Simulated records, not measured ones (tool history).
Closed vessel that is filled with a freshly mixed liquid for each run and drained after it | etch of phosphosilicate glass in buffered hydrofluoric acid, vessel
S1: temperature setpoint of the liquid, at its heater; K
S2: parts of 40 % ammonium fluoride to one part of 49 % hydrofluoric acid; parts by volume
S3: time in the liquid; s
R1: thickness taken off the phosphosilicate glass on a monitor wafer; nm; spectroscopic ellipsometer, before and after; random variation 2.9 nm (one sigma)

{"run": 1, "hour": 0.0, "S1": 293.15, "S2": 13, "S3": 105, "R1": 549.91}
{"run": 2, "hour": 1.6, "S1": 294.65, "S2": 13, "S3": 105, "R1": 589.94}
{"run": 3, "hour": 3.3, "S1": 294.65, "S2": 13, "S3": 115, "R1": 655.22}
{"run": 4, "hour": 10.4, "S1": 294.65, "S2": 13, "S3": 105, "R1": 588.26}
{"run": 5, "hour": 12.6, "S1": 292.65, "S2": 13, "S3": 105, "R1": 531.47}
{"run": 6, "hour": 17.2, "S1": 292.15, "S2": 13, "S3": 105, "R1": 516.22}

The next listed run, before its measurement:
{"run": 7, "hour": 25.1, "S1": 291.15, "S2": 14, "S3": 105, "R1": "?"}

{"run 7": {"R1": 453.27}}
